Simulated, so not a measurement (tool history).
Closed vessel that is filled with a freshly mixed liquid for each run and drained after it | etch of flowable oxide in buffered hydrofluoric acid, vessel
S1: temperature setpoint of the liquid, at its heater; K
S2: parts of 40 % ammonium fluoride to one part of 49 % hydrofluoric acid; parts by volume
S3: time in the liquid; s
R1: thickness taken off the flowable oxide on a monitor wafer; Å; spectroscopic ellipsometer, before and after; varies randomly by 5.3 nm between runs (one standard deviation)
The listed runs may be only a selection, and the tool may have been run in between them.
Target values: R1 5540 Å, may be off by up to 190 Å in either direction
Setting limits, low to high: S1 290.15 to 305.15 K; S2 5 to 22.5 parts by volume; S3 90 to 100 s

run 1 day=0 | S1=297.15 S2=13.5 S3=90 | R1=2053.4
run 2 day=0.088 | S1=299.65 S2=11 S3=90 | R1=2912.4
run 3 day=0.388 | S1=299.65 S2=11 S3=90 | R1=2837
run 4 day=0.454 | S1=301.15 S2=11 S3=90 | R1=3143.5
run 5 day=0.612 | S1=302.65 S2=9.5 S3=90 | R1=3834.4
run 6 day=0.758 | S1=303.65 S2=8.5 S3=90 | R1=4502.4
run 7 day=1.008 | S1=304.15 S2=8 S3=90 | R1=4845.8
run 8 day=1.25 | S1=304.65 S2=7.5 S3=90 | R1=5329

Exercise: of the 4 proposed moves below, exactly one satisfies all targets within the stated allowed misses. Which move is it?
run A day=1.492 | S1=304.15 S2=7 S3=90 | R1=?
run B day=1.492 | S1=304.65 S2=6.5 S3=90 | R1=?
run C day=1.492 | S1=302.15 S2=7 S3=90 | R1=?
run D day=1.492 | S1=303.65 S2=8 S3=95 | R1=?

move=A R1=5545.2
move=B R1=6068.3
move=C R1=4994
move=D R1=4937.7
A: every result within its allowed miss
B: takes the biggest miss from the last run beyond its target
C: moves away from the targets compared with the last run
D: moves away from the targets compared with the last run
Correct choice: A, which meets every target
